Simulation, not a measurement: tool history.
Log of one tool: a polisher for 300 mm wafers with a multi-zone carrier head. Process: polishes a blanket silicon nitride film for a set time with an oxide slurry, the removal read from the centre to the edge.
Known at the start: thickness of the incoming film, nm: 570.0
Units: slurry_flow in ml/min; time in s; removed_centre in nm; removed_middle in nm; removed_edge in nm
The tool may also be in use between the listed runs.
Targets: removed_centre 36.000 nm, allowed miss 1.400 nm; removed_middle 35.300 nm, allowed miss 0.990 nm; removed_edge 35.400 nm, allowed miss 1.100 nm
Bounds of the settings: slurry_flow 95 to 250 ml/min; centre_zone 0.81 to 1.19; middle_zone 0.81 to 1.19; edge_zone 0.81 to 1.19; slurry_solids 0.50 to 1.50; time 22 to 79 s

run  hour  slurry_flow  centre_zone  middle_zone  edge_zone  slurry_solids  time  removed_centre  removed_middle  removed_edge
  1   0.0          160         1.00         1.00       1.00           1.00    50          59.835          60.021        61.434
  2   6.1          155         0.99         0.98       0.96           0.85    47          50.200          50.183        50.076
  3   8.1          145         0.97         0.94       0.92           0.75    47          43.487          44.408        45.279
  4   8.7          145         0.98         0.92       0.89           0.70    47          42.920          41.266        42.930
  5   9.4          140         0.98         0.92       0.87           0.65    47          40.638          39.576        39.686
  6  13.0          130         0.97         0.91       0.85           0.65    47          40.019          38.429        39.084
  7  20.0          125         0.96         0.91       0.84           0.65    47          38.624          37.768        38.713
  8  24.5          120         0.96         0.91       0.83           0.65    47          37.871          37.641        38.420
  9  25.7          115         0.99         0.92       0.81           0.50    47          31.190          30.455        30.157
 10  30.3          160         0.95         0.90       0.84           0.50    46          30.725          30.866        31.214
 11  33.1          160         0.97         0.92       0.88           0.50    46          32.180          31.537        31.858
 12  35.6          160         0.98         0.94       0.91           0.50    46          32.290          31.964        32.354
 13  40.8          160         0.99         0.95       0.93           0.50    46          32.617          31.801        32.392
 14  47.3          160         1.00         0.96       0.94           0.50    46          32.970          32.532        33.178
 15  48.4          160         1.01         0.98       0.95           0.50    46          33.607          32.809        32.936
 16  54.6          205         1.00         1.00       1.01           0.55    46          37.479          37.932        37.830
 17  58.8          195         1.01         1.00       1.00           0.55    46          37.895          37.720        37.607
 18  60.9          185         1.01         1.00       0.99           0.55    46          37.706          37.396        36.992
 19  66.9          175         1.01         1.00       0.98           0.55    46          36.319          37.095        36.642
 20  75.5          170         1.02         0.99       0.97           0.55    46          37.635          36.293        36.647
 21  83.6          165         1.02         0.99       0.96           0.55    46          37.173          36.707        35.970

Which of these 5 next moves meets every target?
  A  91.7          145         1.01         0.99       0.93           0.60    46               ?               ?             ?
  B  91.7          190         1.11         0.99       0.95           0.60    40               ?               ?             ?
  C  91.7          145         1.02         0.98       0.93           0.50    50               ?               ?             ?
  D  91.7          175         0.98         1.09       0.89           0.55    45               ?               ?             ?
  E  91.7          155         1.00         1.00       1.02           0.55    46               ?               ?             ?

move  removed_centre  removed_middle  removed_edge
   A          38.515          38.772        37.591
   B          38.475          35.033        33.960
   C          36.024          35.601        34.820
   D          35.068          39.336        34.125
   E          35.849          36.710        36.773
A: further off than the last run
B: brings the result that was furthest off to its target, and leaves another outside
C: meets every target
D: further off than the last run
E: as far off as the last run
Move C is the one to make.
